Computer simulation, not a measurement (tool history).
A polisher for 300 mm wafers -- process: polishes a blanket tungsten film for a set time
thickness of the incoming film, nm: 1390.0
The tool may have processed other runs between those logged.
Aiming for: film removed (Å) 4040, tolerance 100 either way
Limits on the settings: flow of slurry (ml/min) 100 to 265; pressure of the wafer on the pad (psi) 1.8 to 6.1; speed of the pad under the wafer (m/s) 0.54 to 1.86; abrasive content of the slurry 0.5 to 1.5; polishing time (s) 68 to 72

run    day  flow of slurry (ml/min)  pressure of the wafer on the pad (psi)  speed of the pad under the wafer (m/s)  abrasive content of the slurry  polishing time (s)  film removed (Å)
  1      0                      170                                     3.9                                    1.18                               1                  68              4530
  2   0.25                      170                                     3.9                                    0.92                               1                  68            3613.5
  3  0.579                      145                                     3.9                                    0.92                               1                  68            3432.2
  4  0.771                      160                                     3.9                                    0.92                               1                  68            3517.1
  5  1.088                      170                                     3.9                                    0.92                               1                  68            3546.4
  6  1.383                      180                                     3.9                                    0.92                               1                  68            3556.1
  7  1.479                      185                                       4                                    0.92                               1                  68            3711.9
  8  1.762                      190                                       4                                    0.92                               1                  68            3753.4
  9   2.05                      195                                       4                                    0.92                               1                  68            3737.9

Next run, 4 choices. One meets every target within its allowed miss, the rest don't. Which?
  A  2.338                      220                                     3.9                                     0.9                               1                  72                 ?
  B  2.338                      255                                     3.7                                    0.98                               1                  72                 ?
  C  2.338                      215                                       5                                    0.82                               1                  69                 ?
  D  2.338                      195                                     3.1                                     1.1                             1.2                  71                 ?

move  film removed (Å)
   A            3829.6
   B            4019.5
   C            4262.2
   D            3806.4
A: nearer than the last run, and not there yet
B: in spec on every target
C: the result that was furthest off in the last run now lies on the other side of its target
D: nearer than the last run, and not there yet
B is the move that brings every result within its allowed miss.
